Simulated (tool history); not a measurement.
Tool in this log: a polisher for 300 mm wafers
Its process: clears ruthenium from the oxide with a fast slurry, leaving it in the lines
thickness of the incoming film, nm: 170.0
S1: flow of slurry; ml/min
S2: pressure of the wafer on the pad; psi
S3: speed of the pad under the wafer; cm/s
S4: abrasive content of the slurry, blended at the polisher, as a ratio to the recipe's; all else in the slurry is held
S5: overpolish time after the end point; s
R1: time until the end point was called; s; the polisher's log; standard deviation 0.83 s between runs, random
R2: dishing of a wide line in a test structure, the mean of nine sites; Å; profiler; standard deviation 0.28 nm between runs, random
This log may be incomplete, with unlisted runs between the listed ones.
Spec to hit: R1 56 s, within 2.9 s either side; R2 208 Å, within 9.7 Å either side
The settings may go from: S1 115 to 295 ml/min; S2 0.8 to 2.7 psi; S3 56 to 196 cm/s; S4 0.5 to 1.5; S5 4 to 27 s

run,hour,S1,S2,S3,S4,S5,R1,R2
1,0,190,1.7,126,1,14,44.404,390.24
2,0.6,190,2,126,1,14,39.053,461.59
3,4.1,190,1.8,126,1,14,42.384,404.9
4,10.4,190,1.7,126,1,13,44.383,368.46
5,17.8,190,2,126,1,13,37.861,430.33
6,24.5,190,2,126,1,9,38.301,299.34
7,30.7,190,1.9,126,1,9,38.642,287.95
8,34.3,190,1.8,126,1,9,41.607,283.76
9,40,190,1.7,126,1,9,44.111,258.48
10,47.7,180,1.3,124,1,10,58.127,220.32

5 candidate next runs follow, results not yet known. Just one meets every target within its allowed miss. Identify it.
A,55.4,160,1.5,114,1,10,?,?
B,55.4,200,1.3,124,1,10,?,?
C,55.4,170,1.2,108,1.15,11,?,?
D,55.4,155,1.3,126,1.05,11,?,?
E,55.4,170,1.5,104,1.2,9,?,?

move,R1,R2
A,56.72,227.99
B,57.864,223.75
C,69.331,206.41
D,58.29,243
E,57.076,205.22
A: lands further from the targets than the last run did
B: lands further from the targets than the last run did
C: gets the furthest-off result to its target, but another result is out of tolerance
D: lands further from the targets than the last run did
E: all results land within tolerance of their targets
Move E is the one to make.

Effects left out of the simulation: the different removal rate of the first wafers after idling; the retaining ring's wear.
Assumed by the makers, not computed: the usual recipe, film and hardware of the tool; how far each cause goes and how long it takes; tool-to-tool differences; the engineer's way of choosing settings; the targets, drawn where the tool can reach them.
